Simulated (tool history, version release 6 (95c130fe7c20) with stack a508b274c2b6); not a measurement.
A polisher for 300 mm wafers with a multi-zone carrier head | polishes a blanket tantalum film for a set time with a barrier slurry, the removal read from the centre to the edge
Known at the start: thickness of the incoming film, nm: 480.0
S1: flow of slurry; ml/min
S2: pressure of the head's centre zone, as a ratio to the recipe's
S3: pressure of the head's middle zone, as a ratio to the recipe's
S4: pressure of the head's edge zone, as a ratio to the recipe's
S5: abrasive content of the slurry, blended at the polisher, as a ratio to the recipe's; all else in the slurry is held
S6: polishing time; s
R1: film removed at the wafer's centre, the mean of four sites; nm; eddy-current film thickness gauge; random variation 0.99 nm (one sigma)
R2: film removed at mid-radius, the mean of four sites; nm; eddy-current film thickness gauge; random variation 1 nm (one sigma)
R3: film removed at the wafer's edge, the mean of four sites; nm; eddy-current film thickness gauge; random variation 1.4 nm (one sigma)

run 1 day=0.000 | S1=215 S2=1.00 S3=1.00 S4=1.00 S5=1.00 S6=61 | R1=139.73 R2=136.47 R3=141.36
run 2 day=0.050 | S1=215 S2=1.00 S3=1.00 S4=1.07 S5=1.00 S6=61 | R1=140.21 R2=139.64 R3=144.48
run 3 day=0.108 | S1=215 S2=1.00 S3=0.98 S4=1.03 S5=0.90 S6=61 | R1=134.38 R2=130.65 R3=141.98
run 4 day=0.138 | S1=240 S2=1.00 S3=0.98 S4=1.03 S5=0.90 S6=61 | R1=140.57 R2=134.55 R3=144.61
run 5 day=0.200 | S1=225 S2=1.02 S3=0.98 S4=0.99 S5=0.85 S6=60 | R1=135.42 R2=129.41 R3=133.51
run 6 day=0.471 | S1=225 S2=1.10 S3=0.98 S4=0.99 S5=0.85 S6=60 | R1=147.90 R2=127.15 R3=133.08

Run 7 comes next. What will it give?
run 7 day=0.600 | S1=210 S2=1.08 S3=0.96 S4=0.96 S5=0.80 S6=60 | R1=? R2=? R3=?

R1: 139.77 nm
R2: 123.46 nm
R3: 128.79 nm

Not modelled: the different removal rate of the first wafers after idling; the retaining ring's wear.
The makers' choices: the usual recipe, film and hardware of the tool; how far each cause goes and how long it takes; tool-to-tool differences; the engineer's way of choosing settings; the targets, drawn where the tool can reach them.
